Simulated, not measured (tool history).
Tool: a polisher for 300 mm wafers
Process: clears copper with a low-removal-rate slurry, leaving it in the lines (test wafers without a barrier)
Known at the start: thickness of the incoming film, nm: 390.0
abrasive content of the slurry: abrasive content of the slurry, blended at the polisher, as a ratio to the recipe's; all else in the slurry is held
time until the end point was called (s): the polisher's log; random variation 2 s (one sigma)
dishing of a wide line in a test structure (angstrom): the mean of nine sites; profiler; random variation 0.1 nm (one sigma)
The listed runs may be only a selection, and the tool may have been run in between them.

run  hour  flow of slurry (ml/min)  pressure of the wafer on the pad (psi)  speed of the pad under the wafer (m/s)  abrasive content of the slurry  overpolish time after the end point (s)  time until the end point was called (s)  dishing of a wide line in a test structure (angstrom)
  1   0.0                      220                                     3.6                                    1.26                            1.00                                       10                                   107.82                                                284.020
  2   5.8                      225                                     3.3                                    1.18                            1.00                                        8                                   124.71                                                206.050
  3   7.5                      230                                     2.9                                    1.16                            1.00                                        6                                   141.04                                                134.380
  4  15.2                      230                                     2.9                                    1.32                            1.00                                        6                                   122.99                                                147.270
  5  22.8                      280                                     2.9                                    1.32                            1.00                                        6                                   119.22                                                155.620
  6  25.0                      280                                     2.9                                    1.32                            1.00                                        7                                   121.75                                                177.940
  7  30.6                      280                                     2.9                                    1.32                            1.00                                        7                                   123.22                                                180.620
  8  35.1                      290                                     1.9                                    1.24                            1.00                                        3                                   190.18                                                 50.168
  9  37.4                      230                                     2.7                                    1.14                            0.90                                        6                                   161.46                                                117.680
 10  39.8                      225                                     2.6                                    1.14                            0.95                                        6                                   161.18                                                117.700
 11  47.5                      225                                     2.5                                    1.14                            1.00                                        6                                   166.87                                                115.300
 12  53.6                      225                                     2.5                                    1.16                            0.95                                        6                                   165.11                                                116.650
 13  60.3                      230                                     2.4                                    1.16                            1.00                                        6                                   169.13                                                111.500

Run 14 comes next. What will it give?
 14  65.5                      230                                     2.4                                    1.18                            1.00                                        6                                        ?                                                      ?

{"run 14": {"time until the end point was called (s)": 166.91, "dishing of a wide line in a test structure (angstrom)": 114.24}}
